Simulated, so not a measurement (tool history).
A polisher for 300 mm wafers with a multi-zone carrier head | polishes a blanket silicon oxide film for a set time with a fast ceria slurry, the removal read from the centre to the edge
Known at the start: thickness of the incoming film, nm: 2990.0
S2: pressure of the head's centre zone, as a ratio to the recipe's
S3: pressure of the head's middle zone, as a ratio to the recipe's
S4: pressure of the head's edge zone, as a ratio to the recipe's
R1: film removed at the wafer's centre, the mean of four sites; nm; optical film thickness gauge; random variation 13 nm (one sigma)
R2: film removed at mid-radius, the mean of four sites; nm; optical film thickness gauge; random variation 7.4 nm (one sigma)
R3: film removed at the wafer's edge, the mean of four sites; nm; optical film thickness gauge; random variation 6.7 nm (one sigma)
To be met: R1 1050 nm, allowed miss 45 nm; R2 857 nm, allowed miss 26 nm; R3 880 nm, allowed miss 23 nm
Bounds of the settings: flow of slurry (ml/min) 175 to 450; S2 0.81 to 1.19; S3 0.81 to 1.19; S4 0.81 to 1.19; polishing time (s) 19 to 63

Run 1, hour 0: flow of slurry (ml/min) 290, S2 1, S3 1, S4 1, polishing time (s) 41. Result: R1 652.09 nm, R2 643.25 nm, R3 662.35 nm.
Run 2, hour 7.9: flow of slurry (ml/min) 320, S2 1, S3 1, S4 1, polishing time (s) 41. Result: R1 654.6 nm, R2 643 nm, R3 659.47 nm.
Run 3, hour 12: flow of slurry (ml/min) 320, S2 0.91, S3 1, S4 1, polishing time (s) 41. Result: R1 590.93 nm, R2 640.86 nm, R3 651.6 nm.
Run 4, hour 13.9: flow of slurry (ml/min) 320, S2 0.91, S3 1.05, S4 1, polishing time (s) 41. Result: R1 588.73 nm, R2 670.13 nm, R3 655.45 nm.
Run 5, hour 17.6: flow of slurry (ml/min) 330, S2 0.99, S3 1.04, S4 1.01, polishing time (s) 44. Result: R1 695.38 nm, R2 711.6 nm, R3 712.88 nm.
Run 6, hour 24.7: flow of slurry (ml/min) 330, S2 0.99, S3 1.04, S4 1.01, polishing time (s) 40. Result: R1 634.95 nm, R2 645.26 nm, R3 650.71 nm.
Run 7, hour 26.1: flow of slurry (ml/min) 340, S2 1.05, S3 1.05, S4 1.02, polishing time (s) 43. Result: R1 742.19 nm, R2 712.25 nm, R3 693.35 nm.
Run 8, hour 30.5: flow of slurry (ml/min) 340, S2 1.08, S3 1.04, S4 1.05, polishing time (s) 46. Result: R1 802.39 nm, R2 764.13 nm, R3 771.3 nm.
Run 9, hour 31.3: flow of slurry (ml/min) 350, S2 1.11, S3 1.03, S4 1.04, polishing time (s) 48. Result: R1 859.35 nm, R2 775.44 nm, R3 788.35 nm.
Run 10, hour 32.3: flow of slurry (ml/min) 360, S2 1.13, S3 1.03, S4 1.04, polishing time (s) 50. Result: R1 919.81 nm, R2 812.77 nm, R3 831.07 nm.

Which of these 4 next moves meets every target?
Run A, hour 33.3: flow of slurry (ml/min) 385, S2 1.12, S3 1.09, S4 1.01, polishing time (s) 51. Result: R1 ?, R2 ?, R3 ?.
Run B, hour 33.3: flow of slurry (ml/min) 355, S2 1.11, S3 1.05, S4 1.09, polishing time (s) 52. Result: R1 ?, R2 ?, R3 ?.
Run C, hour 33.3: flow of slurry (ml/min) 420, S2 1.19, S3 1.17, S4 0.96, polishing time (s) 53. Result: R1 ?, R2 ?, R3 ?.
Run D, hour 33.3: flow of slurry (ml/min) 390, S2 1.19, S3 1, S4 1.02, polishing time (s) 54. Result: R1 ?, R2 ?, R3 ?.

move      R1      R2      R3
   A  941.57  868.09  842.72
   B  944.18  859.53  887.87
   C    1048  948.24  858.46
   D  1060.4  873.64  898.01
A: nearer than the last run, and not there yet
B: nearer than the last run, and not there yet
C: brings the result that was furthest off to its target, and leaves another outside
D: meets every target
Answer: D
